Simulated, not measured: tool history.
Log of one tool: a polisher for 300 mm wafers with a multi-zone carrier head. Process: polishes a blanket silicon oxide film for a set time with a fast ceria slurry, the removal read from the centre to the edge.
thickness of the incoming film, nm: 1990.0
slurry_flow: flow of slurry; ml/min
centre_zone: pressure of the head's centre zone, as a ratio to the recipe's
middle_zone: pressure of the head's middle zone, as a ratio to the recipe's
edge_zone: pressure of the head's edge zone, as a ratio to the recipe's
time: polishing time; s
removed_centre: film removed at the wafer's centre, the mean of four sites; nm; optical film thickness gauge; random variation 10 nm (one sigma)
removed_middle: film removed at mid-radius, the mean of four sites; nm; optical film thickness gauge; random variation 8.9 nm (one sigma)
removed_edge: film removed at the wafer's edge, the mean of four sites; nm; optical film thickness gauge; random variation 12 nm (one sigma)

run,hour,slurry_flow,centre_zone,middle_zone,edge_zone,time,removed_centre,removed_middle,removed_edge
1,0.0,290,1.00,1.00,1.00,44,660.87,660.13,663.96
2,8.4,290,1.00,1.00,0.94,44,672.96,647.91,645.86
3,14.0,290,0.99,1.01,0.97,46,681.25,697.21,706.24
4,22.9,325,0.99,1.01,0.97,46,695.56,707.44,710.98
5,28.1,335,0.99,1.02,1.00,47,718.26,725.88,716.94
6,32.2,335,0.99,0.95,1.00,47,698.05,694.10,712.42
7,38.4,335,0.99,0.95,1.00,47,715.00,685.94,723.29
8,42.7,335,0.99,0.95,1.00,47,712.31,693.82,731.89

The next listed run, before its measurement:
9,49.3,335,0.98,0.97,1.01,49,?,?,?

removed_centre: 731.61 nm
removed_middle: 738.94 nm
removed_edge: 757.01 nm
